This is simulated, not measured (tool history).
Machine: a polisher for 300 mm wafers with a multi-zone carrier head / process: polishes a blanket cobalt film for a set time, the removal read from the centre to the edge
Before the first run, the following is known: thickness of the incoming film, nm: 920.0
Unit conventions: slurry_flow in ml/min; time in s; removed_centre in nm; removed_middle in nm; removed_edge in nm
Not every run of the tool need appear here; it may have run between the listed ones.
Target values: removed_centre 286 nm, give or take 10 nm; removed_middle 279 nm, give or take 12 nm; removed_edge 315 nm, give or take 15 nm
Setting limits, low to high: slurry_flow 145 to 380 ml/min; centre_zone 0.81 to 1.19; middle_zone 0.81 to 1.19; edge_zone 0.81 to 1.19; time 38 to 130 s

run,hour,slurry_flow,centre_zone,middle_zone,edge_zone,time,removed_centre,removed_middle,removed_edge
1,0,245,1,1,1,84,201.34,204.72,203.75
2,3.5,185,1,1,1,84,185.53,192.72,196.89
3,5,195,1.01,0.99,1.05,94,216.89,211.13,225.29
4,7.2,195,1.01,0.95,1.05,94,213.77,207.71,221.94
5,10.7,200,1,0.98,1.09,101,231.82,235.85,242.59
6,11.2,190,0.99,0.94,1.12,109,243.19,234.89,270.18
7,12.1,215,0.99,0.94,1.14,112,263.34,258.87,283.49
# hour 18.8: slurry nozzle cleaned
8,18.8,215,0.99,0.94,1.14,112,273.39,260.97,294.82
9,22.7,225,0.98,0.94,1.15,113,270.63,264.37,299.91

Pick the move, out of 4, that brings all results within their allowed miss; only one does.
A,26.6,190,1,0.97,1.18,110,?,?,?
B,26.6,315,1,0.83,1.19,112,?,?,?
C,26.6,170,1.02,0.97,1.19,121,?,?,?
D,26.6,270,1,0.86,1.12,110,?,?,?

move,removed_centre,removed_middle,removed_edge
A,262.93,258.66,289.53
B,288.27,247.53,312.11
C,286.48,278.56,314.98
D,278.06,246.23,293.21
A: its largest miss is bigger than the last run's
B: brings the last run's worst result on target, with another outside its allowed miss
C: every result within its allowed miss
D: brings the last run's worst result on target, with another outside its allowed miss
Go with C: it meets all targets.
